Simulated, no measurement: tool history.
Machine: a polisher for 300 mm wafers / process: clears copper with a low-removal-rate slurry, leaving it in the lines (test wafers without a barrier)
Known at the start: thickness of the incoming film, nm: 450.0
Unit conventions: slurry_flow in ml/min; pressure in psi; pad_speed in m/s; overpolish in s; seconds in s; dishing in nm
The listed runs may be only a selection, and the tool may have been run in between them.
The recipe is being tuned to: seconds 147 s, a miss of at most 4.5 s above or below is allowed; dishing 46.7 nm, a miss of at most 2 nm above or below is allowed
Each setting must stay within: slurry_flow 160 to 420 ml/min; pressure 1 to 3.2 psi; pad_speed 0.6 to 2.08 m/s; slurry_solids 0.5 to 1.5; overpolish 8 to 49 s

run 1 day=0 | slurry_flow=270 pressure=2.1 pad_speed=1.34 slurry_solids=1 overpolish=25 | seconds=165.47 dishing=37.27
run 2 day=0.046 | slurry_flow=270 pressure=2.1 pad_speed=1.34 slurry_solids=0.9 overpolish=25 | seconds=165.97 dishing=36.88
run 3 day=0.325 | slurry_flow=270 pressure=2.1 pad_speed=1.34 slurry_solids=0.9 overpolish=26 | seconds=165.94 dishing=36.915
run 4 day=0.671 | slurry_flow=270 pressure=2.1 pad_speed=1.34 slurry_solids=1 overpolish=26 | seconds=163.87 dishing=38.157
run 5 day=0.779 | slurry_flow=270 pressure=2.1 pad_speed=1.34 slurry_solids=1 overpolish=27 | seconds=165.13 dishing=37.579
run 6 day=1.104 | slurry_flow=270 pressure=2.1 pad_speed=1.52 slurry_solids=1 overpolish=27 | seconds=144.77 dishing=40.983
run 7 day=1.3 | slurry_flow=270 pressure=2.1 pad_speed=1.52 slurry_solids=1 overpolish=28 | seconds=144.26 dishing=41.952
run 8 day=1.6 | slurry_flow=270 pressure=2.1 pad_speed=1.52 slurry_solids=1 overpolish=29 | seconds=145.76 dishing=41.994
run 9 day=1.692 | slurry_flow=270 pressure=2.1 pad_speed=1.52 slurry_solids=1 overpolish=30 | seconds=145.66 dishing=44.126

Consider the 4 candidate settings below. Which is the only one whose results all fall within their allowed miss of target?
run A day=1.783 | slurry_flow=245 pressure=2.3 pad_speed=1.44 slurry_solids=0.9 overpolish=46 | seconds=? dishing=?
run B day=1.783 | slurry_flow=255 pressure=2.4 pad_speed=1.54 slurry_solids=0.95 overpolish=30 | seconds=? dishing=?
run C day=1.783 | slurry_flow=340 pressure=1.8 pad_speed=1.64 slurry_solids=0.8 overpolish=29 | seconds=? dishing=?
run D day=1.783 | slurry_flow=255 pressure=2.3 pad_speed=1.42 slurry_solids=1 overpolish=34 | seconds=? dishing=?

move=A seconds=147.19 dishing=53.294
move=B seconds=132.92 dishing=46.429
move=C seconds=148.32 dishing=42.487
move=D seconds=146.77 dishing=46.921
A: takes the biggest miss from the last run beyond its target
B: gets the furthest-off result to its target, but another result is out of tolerance
C: its largest miss is bigger than the last run's
D: all results in spec
Go with D: it meets all targets.

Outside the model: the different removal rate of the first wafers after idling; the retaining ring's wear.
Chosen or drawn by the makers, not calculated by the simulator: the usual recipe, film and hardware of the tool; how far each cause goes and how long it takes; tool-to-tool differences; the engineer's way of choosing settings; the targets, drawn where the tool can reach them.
